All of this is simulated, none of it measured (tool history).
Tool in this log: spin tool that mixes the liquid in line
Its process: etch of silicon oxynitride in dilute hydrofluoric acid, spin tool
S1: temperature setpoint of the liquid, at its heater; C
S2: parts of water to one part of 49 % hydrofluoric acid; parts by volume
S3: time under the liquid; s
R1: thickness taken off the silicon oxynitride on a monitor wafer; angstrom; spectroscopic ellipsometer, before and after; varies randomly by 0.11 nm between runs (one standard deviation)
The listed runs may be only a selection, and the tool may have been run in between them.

run 1 hour=0.0 | S1=26.0 S2=215 S3=285 | R1=46.618
run 2 hour=9.0 | S1=27.0 S2=200 S3=285 | R1=53.976
run 3 hour=9.7 | S1=27.0 S2=265 S3=285 | R1=37.684
run 4 hour=14.1 | S1=28.5 S2=265 S3=285 | R1=40.656
run 5 hour=20.9 | S1=30.0 S2=265 S3=285 | R1=43.606
run 6 hour=29.1 | S1=30.0 S2=315 S3=285 | R1=35.701
run 7 hour=34.7 | S1=30.5 S2=285 S3=285 | R1=40.130
run 8 hour=35.6 | S1=31.0 S2=260 S3=285 | R1=46.440

Run 9 is up next; what results do you expect?
run 9 hour=38.6 | S1=31.5 S2=240 S3=285 | R1=?

R1: 52.916 angstrom
